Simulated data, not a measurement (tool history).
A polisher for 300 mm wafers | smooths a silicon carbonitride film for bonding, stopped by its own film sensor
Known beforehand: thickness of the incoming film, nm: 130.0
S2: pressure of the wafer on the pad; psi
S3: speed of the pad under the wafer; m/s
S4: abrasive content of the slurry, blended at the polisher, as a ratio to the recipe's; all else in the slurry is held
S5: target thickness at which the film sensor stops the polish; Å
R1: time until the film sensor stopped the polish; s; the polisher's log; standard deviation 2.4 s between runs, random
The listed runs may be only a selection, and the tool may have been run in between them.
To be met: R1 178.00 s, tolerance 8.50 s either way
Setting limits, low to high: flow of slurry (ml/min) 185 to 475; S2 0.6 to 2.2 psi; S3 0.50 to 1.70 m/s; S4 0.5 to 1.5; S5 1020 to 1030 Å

run 1 hour=0.0 | flow_of_slurry_(ml/min)=305 S2=1.4 S3=1.10 S4=1.0 S5=1030 | R1=123.91
run 2 hour=4.7 | flow_of_slurry_(ml/min)=305 S2=1.7 S3=1.10 S4=1.0 S5=1030 | R1=104.16
run 3 hour=6.3 | flow_of_slurry_(ml/min)=305 S2=1.4 S3=1.10 S4=1.0 S5=1030 | R1=124.16
run 4 hour=10.2 | flow_of_slurry_(ml/min)=305 S2=1.4 S3=1.26 S4=1.0 S5=1030 | R1=108.44
run 5 hour=18.0 | flow_of_slurry_(ml/min)=305 S2=1.4 S3=1.26 S4=1.0 S5=1030 | R1=111.80
run 6 hour=19.1 | flow_of_slurry_(ml/min)=305 S2=1.4 S3=1.26 S4=1.0 S5=1020 | R1=111.41
run 7 hour=24.0 | flow_of_slurry_(ml/min)=305 S2=1.2 S3=1.24 S4=1.0 S5=1020 | R1=135.90
run 8 hour=32.3 | flow_of_slurry_(ml/min)=305 S2=1.1 S3=1.24 S4=1.0 S5=1020 | R1=145.50
run 9 hour=36.7 | flow_of_slurry_(ml/min)=305 S2=1.0 S3=1.24 S4=1.0 S5=1020 | R1=163.54

Below are 5 possible settings for the next run. Only one of them brings all results inside the allowed miss of their targets. Which is it?
run A hour=41.1 | flow_of_slurry_(ml/min)=235 S2=0.8 S3=1.38 S4=1.0 S5=1030 | R1=?
run B hour=41.1 | flow_of_slurry_(ml/min)=220 S2=0.9 S3=1.26 S4=1.4 S5=1030 | R1=?
run C hour=41.1 | flow_of_slurry_(ml/min)=340 S2=1.1 S3=1.32 S4=1.0 S5=1020 | R1=?
run D hour=41.1 | flow_of_slurry_(ml/min)=270 S2=0.9 S3=1.16 S4=0.9 S5=1020 | R1=?
run E hour=41.1 | flow_of_slurry_(ml/min)=340 S2=0.7 S3=1.40 S4=1.1 S5=1020 | R1=?

move=A R1=181.96
move=B R1=156.86
move=C R1=139.42
move=D R1=198.66
move=E R1=197.72
A: every result within its allowed miss
B: moves away from the targets compared with the last run
C: moves away from the targets compared with the last run
D: the result that was furthest off in the last run now lies on the other side of its target
E: the result that was furthest off in the last run now lies on the other side of its target
A meets every target.

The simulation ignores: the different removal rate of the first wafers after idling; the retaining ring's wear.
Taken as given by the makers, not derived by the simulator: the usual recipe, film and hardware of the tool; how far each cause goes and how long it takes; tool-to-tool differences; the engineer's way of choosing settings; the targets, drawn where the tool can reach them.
